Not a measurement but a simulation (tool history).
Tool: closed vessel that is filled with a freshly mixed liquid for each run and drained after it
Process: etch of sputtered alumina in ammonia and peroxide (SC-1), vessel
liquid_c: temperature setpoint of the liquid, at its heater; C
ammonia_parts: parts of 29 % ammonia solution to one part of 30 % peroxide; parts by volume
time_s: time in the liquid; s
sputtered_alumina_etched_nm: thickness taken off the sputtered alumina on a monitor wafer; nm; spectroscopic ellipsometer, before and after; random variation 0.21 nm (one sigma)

{"run": 1, "hour": 0.0, "liquid_c": 56, "ammonia_parts": 0.5, "time_s": 635, "sputtered_alumina_etched_nm": 31.317}
{"run": 2, "hour": 5.6, "liquid_c": 49.5, "ammonia_parts": 0.5, "time_s": 635, "sputtered_alumina_etched_nm": 22.02}
{"run": 3, "hour": 8.6, "liquid_c": 49.5, "ammonia_parts": 0.6, "time_s": 635, "sputtered_alumina_etched_nm": 22.597}
{"run": 4, "hour": 17.7, "liquid_c": 53, "ammonia_parts": 0.6, "time_s": 635, "sputtered_alumina_etched_nm": 27.047}
{"run": 5, "hour": 21.0, "liquid_c": 53, "ammonia_parts": 0.5, "time_s": 635, "sputtered_alumina_etched_nm": 26.888}
{"run": 6, "hour": 25.1, "liquid_c": 53, "ammonia_parts": 0.5, "time_s": 635, "sputtered_alumina_etched_nm": 26.885}
{"run": 7, "hour": 34.2, "liquid_c": 61, "ammonia_parts": 0.5, "time_s": 635, "sputtered_alumina_etched_nm": 40.924}

Run 8 comes next. What will it give?
{"run": 8, "hour": 38.6, "liquid_c": 62, "ammonia_parts": 0.5, "time_s": 635, "sputtered_alumina_etched_nm": "?"}

Run 8 gave sputtered_alumina_etched_nm 43.068 nm.

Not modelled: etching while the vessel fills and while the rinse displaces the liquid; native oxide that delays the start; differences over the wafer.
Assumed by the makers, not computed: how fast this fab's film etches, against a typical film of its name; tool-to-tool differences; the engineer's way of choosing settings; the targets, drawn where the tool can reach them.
